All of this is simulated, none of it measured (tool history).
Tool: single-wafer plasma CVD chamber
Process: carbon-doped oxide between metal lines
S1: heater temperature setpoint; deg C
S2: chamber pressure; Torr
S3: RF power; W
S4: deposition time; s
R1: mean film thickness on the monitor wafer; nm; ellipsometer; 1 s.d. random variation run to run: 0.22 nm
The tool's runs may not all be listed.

run,hour,S1,S2,S3,S4,R1
1,0.0,330,5.33,375,17.5,79.842
2,6.9,330,5.33,355,17.5,76.358
3,10.3,330,5.33,355,17.5,76.265
4,18.6,326,5.72,360,17.5,79.232
5,25.4,326,5.72,360,16.7,75.449
6,31.7,326,5.72,410,16.7,85.641

What does the tool deliver on the next run?
7,35.1,326,5.72,410,16.7,?

{"run 7": {"R1": 85.505}}
